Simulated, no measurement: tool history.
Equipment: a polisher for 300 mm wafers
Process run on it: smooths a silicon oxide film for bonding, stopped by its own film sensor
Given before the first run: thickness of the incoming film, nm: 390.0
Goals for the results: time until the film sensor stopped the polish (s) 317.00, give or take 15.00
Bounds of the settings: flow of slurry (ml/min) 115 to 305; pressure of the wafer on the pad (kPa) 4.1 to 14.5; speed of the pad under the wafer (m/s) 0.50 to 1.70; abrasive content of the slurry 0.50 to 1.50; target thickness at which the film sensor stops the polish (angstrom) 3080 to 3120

| run | day | flow of slurry (ml/min) | pressure of the wafer on the pad (kPa) | speed of the pad under the wafer (m/s) | abrasive content of the slurry | target thickness at which the film sensor stops the polish (angstrom) | time until the film sensor stopped the polish (s) |
|---|---|---|---|---|---|---|---|
| 1 | 0.000 | 195 | 9.0 | 1.10 | 1.00 | 3120 | 191.54 |
| 2 | 0.150 | 195 | 9.0 | 1.10 | 1.10 | 3120 | 183.22 |
| 3 | 0.212 | 195 | 9.0 | 1.10 | 1.10 | 3080 | 194.17 |
| 4 | 0.308 | 195 | 9.0 | 1.10 | 1.10 | 3080 | 191.27 |
| 5 | 0.354 | 195 | 8.3 | 1.10 | 1.10 | 3080 | 204.42 |
|  | 0.379 | worn pad replaced by a new one |
| 6 | 0.379 | 195 | 6.9 | 1.10 | 1.10 | 3080 | 211.97 |
| 7 | 0.621 | 195 | 6.2 | 1.04 | 1.10 | 3080 | 237.29 |
| 8 | 0.862 | 195 | 6.2 | 1.00 | 1.10 | 3080 | 243.19 |
| 9 | 1.133 | 195 | 6.2 | 0.98 | 1.10 | 3080 | 250.81 |
| 10 | 1.317 | 195 | 6.2 | 0.96 | 1.10 | 3080 | 248.40 |

4 next moves are on the table. One of them brings every result within its allowed miss. Which?
| A | 1.500 | 185 | 4.8 | 0.98 | 1.15 | 3120 | ? |
| B | 1.500 | 160 | 7.6 | 0.56 | 1.00 | 3080 | ? |
| C | 1.500 | 195 | 4.1 | 0.84 | 1.05 | 3080 | ? |
| D | 1.500 | 190 | 5.5 | 1.12 | 1.20 | 3120 | ? |

| move | time until the film sensor stopped the polish (s) |
|---|---|
| A | 282.10 |
| B | 317.62 |
| C | 370.71 |
| D | 232.32 |
A: nearer than the last run, and not there yet
B: every result within its allowed miss
C: the result that was furthest off in the last run now lies on the other side of its target
D: the biggest miss grows against the last run
Go with B: it meets all targets.
